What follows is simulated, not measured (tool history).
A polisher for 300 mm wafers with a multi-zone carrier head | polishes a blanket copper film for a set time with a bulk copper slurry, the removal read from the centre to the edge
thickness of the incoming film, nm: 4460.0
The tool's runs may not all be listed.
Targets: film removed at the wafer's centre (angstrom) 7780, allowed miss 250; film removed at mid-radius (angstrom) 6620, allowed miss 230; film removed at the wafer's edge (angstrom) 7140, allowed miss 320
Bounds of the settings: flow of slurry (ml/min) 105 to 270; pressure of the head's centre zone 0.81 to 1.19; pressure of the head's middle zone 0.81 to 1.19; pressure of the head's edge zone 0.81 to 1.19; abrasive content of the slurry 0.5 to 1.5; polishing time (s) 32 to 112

run	hour	flow of slurry (ml/min)	pressure of the head's centre zone	pressure of the head's middle zone	pressure of the head's edge zone	abrasive content of the slurry	polishing time (s)	film removed at the wafer's centre (angstrom)	film removed at mid-radius (angstrom)	film removed at the wafer's edge (angstrom)
1	0	175	1	1	1	1	72	8856	9039.1	8571.8
2	4.9	170	1	0.98	0.99	0.95	72	8691.7	8779.5	8699.7
3	12.5	150	1	0.98	0.99	0.95	72	8639.2	8342	8563.7
4	14.2	150	1	0.98	0.99	1.05	72	8708.3	8732.5	8750.2
5	21.8	155	1	0.98	0.99	1	71	8565	8499.3	8798.8
6	30.3	155	1	0.98	0.99	1	53	6520.8	6348.5	6400.9
7	38.3	155	1	0.98	0.99	1	53	6501	6258.7	6412.5
8	39.1	160	1.01	0.97	1	1	53	6542.3	6392.1	6546.4
9	46.7	160	1.03	0.96	1	1	53	6586.3	6312.7	6382.6
10	49.5	155	1.04	0.95	1	1.05	54	6867.8	6256	6738.7
11	55	160	1.05	0.95	1	1.05	54	6997.9	6358.5	6495.7

Which of these 5 next moves meets every target?
A	60.5	225	1.15	1.08	0.9	1.1	52	?	?	?
B	60.5	175	1.14	0.98	1.05	1.25	49	?	?	?
C	60.5	185	1.19	1.04	0.86	1	56	?	?	?
D	60.5	190	1.12	1.12	0.96	1.05	52	?	?	?
E	60.5	135	1.09	0.91	1	1.1	59	?	?	?

move	film removed at the wafer's centre (angstrom)	film removed at mid-radius (angstrom)	film removed at the wafer's edge (angstrom)
A	7722.8	7240.7	6306.2
B	7140.1	6242.7	6409.6
C	8273.7	7276.5	6450.7
D	7313.7	7278.6	6358.6
E	7757.6	6700.9	7214.6
A: brings the result that was furthest off to its target, and leaves another outside
B: nearer than the last run, and not there yet
C: takes the result that was furthest off past its target
D: nearer than the last run, and not there yet
E: meets every target
The right move is E.
